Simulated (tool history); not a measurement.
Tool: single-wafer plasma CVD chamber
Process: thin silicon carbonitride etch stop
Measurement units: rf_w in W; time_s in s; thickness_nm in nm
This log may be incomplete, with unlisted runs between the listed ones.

| run | hour | rf_w | time_s | thickness_nm |
|---|---|---|---|---|
| 1 | 0.0 | 185 | 17.1 | 9.7709 |
| 2 | 5.0 | 180 | 16.8 | 9.5824 |
| 3 | 10.2 | 180 | 19.0 | 10.7450 |
| 4 | 17.1 | 175 | 18.4 | 10.5200 |
| 5 | 23.3 | 195 | 18.4 | 10.6660 |
| 6 | 24.3 | 190 | 17.8 | 10.1830 |
| 7 | 29.2 | 190 | 17.2 | 9.9737 |
|  | 36.3 | thermocouple changed; heater temperature recalibrated |
| 8 | 36.3 | 185 | 16.8 | 9.6396 |
| 9 | 39.6 | 180 | 16.4 | 9.3208 |
| 10 | 41.9 | 175 | 16.1 | 9.1497 |

Run 11 comes next. What will it give?
| 11 | 47.7 | 170 | 15.8 | ? |

{"run 11": {"thickness_nm": 8.8073}}

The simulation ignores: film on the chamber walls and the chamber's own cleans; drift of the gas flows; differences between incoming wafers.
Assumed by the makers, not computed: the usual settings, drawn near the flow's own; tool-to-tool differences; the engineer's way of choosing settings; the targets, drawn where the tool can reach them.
